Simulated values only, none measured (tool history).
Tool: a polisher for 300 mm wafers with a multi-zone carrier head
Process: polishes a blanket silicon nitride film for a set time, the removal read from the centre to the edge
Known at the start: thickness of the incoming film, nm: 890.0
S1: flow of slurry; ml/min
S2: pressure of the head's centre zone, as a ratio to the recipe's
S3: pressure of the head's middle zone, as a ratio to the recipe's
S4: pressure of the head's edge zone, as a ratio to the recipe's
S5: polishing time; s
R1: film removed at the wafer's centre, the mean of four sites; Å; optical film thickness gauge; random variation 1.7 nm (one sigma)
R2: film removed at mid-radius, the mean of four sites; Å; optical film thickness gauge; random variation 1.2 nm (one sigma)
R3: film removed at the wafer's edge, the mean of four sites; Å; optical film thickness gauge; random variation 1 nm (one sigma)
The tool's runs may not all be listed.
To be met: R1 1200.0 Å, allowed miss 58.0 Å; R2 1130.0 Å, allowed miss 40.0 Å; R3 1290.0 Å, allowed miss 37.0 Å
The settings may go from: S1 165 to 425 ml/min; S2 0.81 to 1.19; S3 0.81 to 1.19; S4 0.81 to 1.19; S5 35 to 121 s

run	hour	S1	S2	S3	S4	S5	R1	R2	R3
1	0.0	275	1.00	1.00	1.00	78	1523.3	1393.6	1408.6
2	6.4	265	0.96	0.96	0.99	77	1486.3	1333.4	1388.6
3	9.8	265	0.96	1.01	0.99	77	1479.9	1414.5	1369.3
4	11.8	265	0.96	1.01	1.07	77	1465.9	1399.5	1428.1
5	12.3	260	0.93	0.98	1.08	74	1330.1	1320.9	1372.6
6	18.5	255	0.92	0.95	1.07	73	1313.9	1279.6	1357.8
7	20.2	250	0.91	0.92	1.07	72	1269.9	1217.9	1317.3
8	26.9	245	0.90	0.90	1.07	72	1265.9	1186.8	1317.8

Which of these 5 next moves meets every target?
A	33.6	220	0.81	0.99	1.09	68	?	?	?
B	33.6	265	0.90	1.02	0.98	68	?	?	?
C	33.6	235	0.91	0.92	1.16	67	?	?	?
D	33.6	245	0.83	0.93	1.06	74	?	?	?
E	33.6	290	0.81	0.81	1.19	69	?	?	?

move	R1	R2	R3
A	1053.1	1189.1	1254.8
B	1188.4	1233.5	1202.9
C	1171.7	1112.0	1282.2
D	1184.4	1242.9	1355.8
E	1091.5	1057.0	1355.4
A: further off than the last run
B: further off than the last run
C: meets every target
D: further off than the last run
E: takes the result that was furthest off past its target
The right move is C.
